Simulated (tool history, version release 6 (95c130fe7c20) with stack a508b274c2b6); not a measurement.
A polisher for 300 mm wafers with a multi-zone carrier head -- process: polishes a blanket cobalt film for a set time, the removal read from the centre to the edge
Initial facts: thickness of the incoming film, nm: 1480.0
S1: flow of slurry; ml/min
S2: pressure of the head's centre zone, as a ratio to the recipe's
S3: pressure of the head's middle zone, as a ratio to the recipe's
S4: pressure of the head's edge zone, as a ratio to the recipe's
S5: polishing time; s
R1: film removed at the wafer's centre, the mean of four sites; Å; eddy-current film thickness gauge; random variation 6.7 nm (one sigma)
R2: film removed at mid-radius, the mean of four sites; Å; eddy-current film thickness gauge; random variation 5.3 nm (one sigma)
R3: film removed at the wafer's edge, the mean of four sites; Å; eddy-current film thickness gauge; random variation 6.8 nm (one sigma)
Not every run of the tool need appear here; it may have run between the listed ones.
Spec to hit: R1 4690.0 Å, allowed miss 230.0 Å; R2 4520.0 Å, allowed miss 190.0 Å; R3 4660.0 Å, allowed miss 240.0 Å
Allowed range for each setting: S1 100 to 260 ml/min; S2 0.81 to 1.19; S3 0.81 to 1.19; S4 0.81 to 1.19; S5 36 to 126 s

{"run": 1, "hour": 0.0, "S1": 165, "S2": 1.0, "S3": 1.0, "S4": 1.0, "S5": 81, "R1": 5641.1, "R2": 5666.3, "R3": 5539.4}
{"run": 2, "hour": 2.9, "S1": 165, "S2": 1.06, "S3": 1.0, "S4": 1.0, "S5": 81, "R1": 5972.8, "R2": 5563.9, "R3": 5713.2}
{"run": 3, "hour": 8.8, "S1": 155, "S2": 1.03, "S3": 0.96, "S4": 0.98, "S5": 78, "R1": 5476.1, "R2": 5074.6, "R3": 5142.0}
{"run": 4, "hour": 15.9, "S1": 155, "S2": 1.03, "S3": 0.96, "S4": 0.98, "S5": 92, "R1": 6521.4, "R2": 5995.8, "R3": 6208.3}
{"run": 5, "hour": 19.0, "S1": 190, "S2": 1.03, "S3": 0.96, "S4": 0.98, "S5": 92, "R1": 6774.1, "R2": 6439.7, "R3": 6339.0}
{"run": 6, "hour": 24.4, "S1": 190, "S2": 1.03, "S3": 1.0, "S4": 0.98, "S5": 92, "R1": 6498.8, "R2": 6497.0, "R3": 6406.6}
{"run": 7, "hour": 29.8, "S1": 160, "S2": 1.01, "S3": 0.99, "S4": 0.99, "S5": 85, "R1": 5940.5, "R2": 5807.8, "R3": 5738.3}
{"run": 8, "hour": 33.4, "S1": 150, "S2": 0.97, "S3": 0.95, "S4": 1.01, "S5": 81, "R1": 5186.0, "R2": 5200.0, "R3": 5484.1}
{"run": 9, "hour": 36.2, "S1": 145, "S2": 0.96, "S3": 0.93, "S4": 0.98, "S5": 80, "R1": 4965.9, "R2": 5098.4, "R3": 5285.7}
{"run": 10, "hour": 40.1, "S1": 140, "S2": 0.97, "S3": 0.91, "S4": 0.95, "S5": 79, "R1": 5104.2, "R2": 4910.6, "R3": 5011.9}
{"run": 11, "hour": 46.2, "S1": 135, "S2": 0.96, "S3": 0.9, "S4": 0.94, "S5": 78, "R1": 4963.8, "R2": 4854.7, "R3": 4965.5}
{"run": 12, "hour": 54.0, "S1": 130, "S2": 0.96, "S3": 0.89, "S4": 0.93, "S5": 77, "R1": 4911.5, "R2": 4689.2, "R3": 5032.2}

Which of these 5 next moves meets every target?
{"run": "A", "hour": 61.8, "S1": 170, "S2": 1.0, "S3": 1.02, "S4": 0.84, "S5": 71, "R1": "?", "R2": "?", "R3": "?"}
{"run": "B", "hour": 61.8, "S1": 100, "S2": 0.9, "S3": 0.85, "S4": 0.95, "S5": 85, "R1": "?", "R2": "?", "R3": "?"}
{"run": "C", "hour": 61.8, "S1": 230, "S2": 1.12, "S3": 1.07, "S4": 0.94, "S5": 60, "R1": "?", "R2": "?", "R3": "?"}
{"run": "D", "hour": 61.8, "S1": 115, "S2": 0.99, "S3": 0.94, "S4": 0.92, "S5": 73, "R1": "?", "R2": "?", "R3": "?"}
{"run": "E", "hour": 61.8, "S1": 170, "S2": 0.94, "S3": 0.95, "S4": 0.86, "S5": 73, "R1": "?", "R2": "?", "R3": "?"}

move=A R1=4844.1 R2=4927.9 R3=4490.4
move=B R1=4671.2 R2=4665.1 R3=5322.6
move=C R1=4802.8 R2=4499.1 R3=4113.9
move=D R1=4565.8 R2=4446.1 R3=4588.6
move=E R1=4677.3 R2=4797.8 R3=4669.6
A: meets the target for the result that was furthest off, but another lies outside its allowed miss
B: its largest miss is bigger than the last run's
C: takes the biggest miss from the last run beyond its target
D: all results land within tolerance of their targets
E: meets the target for the result that was furthest off, but another lies outside its allowed miss
The right move is D.
